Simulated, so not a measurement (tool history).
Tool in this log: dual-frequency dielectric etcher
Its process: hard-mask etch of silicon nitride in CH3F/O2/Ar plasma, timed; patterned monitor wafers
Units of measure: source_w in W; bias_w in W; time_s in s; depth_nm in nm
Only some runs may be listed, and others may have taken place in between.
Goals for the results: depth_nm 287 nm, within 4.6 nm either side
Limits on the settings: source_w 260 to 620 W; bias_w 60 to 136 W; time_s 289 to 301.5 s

run 1 hour=0 | source_w=440 bias_w=98 time_s=289 | depth_nm=243.61
run 2 hour=5.4 | source_w=480 bias_w=98 time_s=289 | depth_nm=249.17
run 3 hour=6.7 | source_w=540 bias_w=98 time_s=289 | depth_nm=259.16
run 4 hour=10.6 | source_w=540 bias_w=98 time_s=289 | depth_nm=257.62
run 5 hour=19.1 | source_w=560 bias_w=103 time_s=289.5 | depth_nm=267.43
run 6 hour=23.5 | source_w=570 bias_w=106 time_s=290 | depth_nm=273.25
run 7 hour=30.7 | source_w=580 bias_w=108 time_s=290 | depth_nm=274.14
run 8 hour=38 | source_w=590 bias_w=110 time_s=290.5 | depth_nm=278.58
run 9 hour=46.1 | source_w=600 bias_w=111 time_s=290.5 | depth_nm=281.27
run 10 hour=54.8 | source_w=600 bias_w=112 time_s=290.5 | depth_nm=281.89

Exercise: of the 5 proposed moves below, exactly one satisfies all targets within the stated allowed misses. Which move is it?
run A hour=63.5 | source_w=590 bias_w=101 time_s=293.5 | depth_nm=?
run B hour=63.5 | source_w=610 bias_w=106 time_s=301.5 | depth_nm=?
run C hour=63.5 | source_w=540 bias_w=122 time_s=289 | depth_nm=?
run D hour=63.5 | source_w=600 bias_w=100 time_s=292 | depth_nm=?
run E hour=63.5 | source_w=570 bias_w=104 time_s=295.5 | depth_nm=?

move=A depth_nm=272.56
move=B depth_nm=287.31
move=C depth_nm=276.73
move=D depth_nm=271.84
move=E depth_nm=273.78
A: its largest miss is bigger than the last run's
B: every result lands within tolerance
C: its largest miss is bigger than the last run's
D: its largest miss is bigger than the last run's
E: its largest miss is bigger than the last run's
B meets every target.
